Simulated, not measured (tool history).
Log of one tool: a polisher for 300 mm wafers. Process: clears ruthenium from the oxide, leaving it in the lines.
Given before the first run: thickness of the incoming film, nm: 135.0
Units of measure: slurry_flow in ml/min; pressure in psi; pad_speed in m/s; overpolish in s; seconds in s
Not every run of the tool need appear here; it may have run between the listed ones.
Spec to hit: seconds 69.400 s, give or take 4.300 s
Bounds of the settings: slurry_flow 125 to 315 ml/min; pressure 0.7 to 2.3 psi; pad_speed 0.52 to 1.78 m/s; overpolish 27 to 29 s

Run 1, hour 0.0: slurry_flow 205 ml/min, pressure 1.5 psi, pad_speed 1.14 m/s, overpolish 27 s. Result: seconds 136.130 s.
Run 2, hour 5.0: slurry_flow 205 ml/min, pressure 1.2 psi, pad_speed 1.14 m/s, overpolish 27 s. Result: seconds 168.820 s.
Run 3, hour 12.8: slurry_flow 205 ml/min, pressure 1.5 psi, pad_speed 1.18 m/s, overpolish 27 s. Result: seconds 132.060 s.
Run 4, hour 19.4: slurry_flow 205 ml/min, pressure 1.5 psi, pad_speed 0.94 m/s, overpolish 27 s. Result: seconds 160.750 s.
Run 5, hour 20.0: slurry_flow 205 ml/min, pressure 1.8 psi, pad_speed 0.94 m/s, overpolish 27 s. Result: seconds 137.420 s.
Run 6, hour 25.3: slurry_flow 210 ml/min, pressure 1.9 psi, pad_speed 1.06 m/s, overpolish 27 s. Result: seconds 112.570 s.
Run 7, hour 33.6: slurry_flow 210 ml/min, pressure 2.0 psi, pad_speed 1.12 m/s, overpolish 27 s. Result: seconds 99.958 s.
Run 8, hour 42.2: slurry_flow 210 ml/min, pressure 2.1 psi, pad_speed 1.16 m/s, overpolish 27 s. Result: seconds 95.083 s.
Run 9, hour 45.3: slurry_flow 215 ml/min, pressure 2.2 psi, pad_speed 1.22 m/s, overpolish 27 s. Result: seconds 87.278 s.
Run 10, hour 45.9: slurry_flow 215 ml/min, pressure 2.2 psi, pad_speed 1.28 m/s, overpolish 27 s. Result: seconds 83.377 s.
Run 11, hour 51.7: slurry_flow 215 ml/min, pressure 2.2 psi, pad_speed 1.32 m/s, overpolish 27 s. Result: seconds 79.333 s.

Below are 5 possible settings for the next run. Only one of them brings all results inside the allowed miss of their targets. Which is it?
Run A, hour 57.5: slurry_flow 195 ml/min, pressure 1.9 psi, pad_speed 1.44 m/s, overpolish 27 s. Result: seconds ?.
Run B, hour 57.5: slurry_flow 200 ml/min, pressure 2.1 psi, pad_speed 1.22 m/s, overpolish 28 s. Result: seconds ?.
Run C, hour 57.5: slurry_flow 220 ml/min, pressure 2.2 psi, pad_speed 1.06 m/s, overpolish 29 s. Result: seconds ?.
Run D, hour 57.5: slurry_flow 280 ml/min, pressure 2.2 psi, pad_speed 1.46 m/s, overpolish 29 s. Result: seconds ?.
Run E, hour 57.5: slurry_flow 230 ml/min, pressure 1.8 psi, pad_speed 1.60 m/s, overpolish 29 s. Result: seconds ?.

move  seconds
   A   83.879
   B   89.127
   C   96.552
   D   69.043
   E   78.303
A: the biggest miss grows against the last run
B: the biggest miss grows against the last run
C: the biggest miss grows against the last run
D: in spec on every target
E: better than the last run, though not everything is in spec
Answer: D
